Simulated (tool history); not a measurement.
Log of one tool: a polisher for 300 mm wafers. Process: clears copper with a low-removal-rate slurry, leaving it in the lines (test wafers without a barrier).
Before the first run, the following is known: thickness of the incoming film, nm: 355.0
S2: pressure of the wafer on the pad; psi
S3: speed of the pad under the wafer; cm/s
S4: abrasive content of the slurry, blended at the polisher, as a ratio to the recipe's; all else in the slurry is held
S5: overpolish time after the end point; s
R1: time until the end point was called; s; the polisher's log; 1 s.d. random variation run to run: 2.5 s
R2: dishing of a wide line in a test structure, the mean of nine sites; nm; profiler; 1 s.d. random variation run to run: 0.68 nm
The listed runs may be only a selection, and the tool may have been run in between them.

{"run": 1, "hour": 0.0, "flow of slurry (ml/min)": 130, "S2": 2.1, "S3": 108, "S4": 1.0, "S5": 23, "R1": 143.8, "R2": 41.684}
{"run": 2, "hour": 4.2, "flow of slurry (ml/min)": 130, "S2": 2.1, "S3": 108, "S4": 1.0, "S5": 16, "R1": 140.94, "R2": 32.076}
{"run": 3, "hour": 5.8, "flow of slurry (ml/min)": 125, "S2": 1.9, "S3": 108, "S4": 1.0, "S5": 20, "R1": 151.37, "R2": 35.129}
{"run": 4, "hour": 6.3, "flow of slurry (ml/min)": 125, "S2": 1.9, "S3": 98, "S4": 1.0, "S5": 20, "R1": 166.33, "R2": 32.779}
{"run": 5, "hour": 12.1, "flow of slurry (ml/min)": 125, "S2": 1.9, "S3": 98, "S4": 1.0, "S5": 11, "R1": 161.88, "R2": 20.07}
{"run": 6, "hour": 17.5, "flow of slurry (ml/min)": 125, "S2": 1.9, "S3": 98, "S4": 0.9, "S5": 11, "R1": 170.54, "R2": 19.411}
{"run": 7, "hour": 21.5, "flow of slurry (ml/min)": 125, "S2": 1.8, "S3": 98, "S4": 0.95, "S5": 15, "R1": 175.16, "R2": 24.264}

Run 8 comes next. What will it give?
{"run": 8, "hour": 29.0, "flow of slurry (ml/min)": 125, "S2": 1.7, "S3": 98, "S4": 0.95, "S5": 18, "R1": "?", "R2": "?"}

{"run 8": {"R1": 184.7, "R2": 27.646}}

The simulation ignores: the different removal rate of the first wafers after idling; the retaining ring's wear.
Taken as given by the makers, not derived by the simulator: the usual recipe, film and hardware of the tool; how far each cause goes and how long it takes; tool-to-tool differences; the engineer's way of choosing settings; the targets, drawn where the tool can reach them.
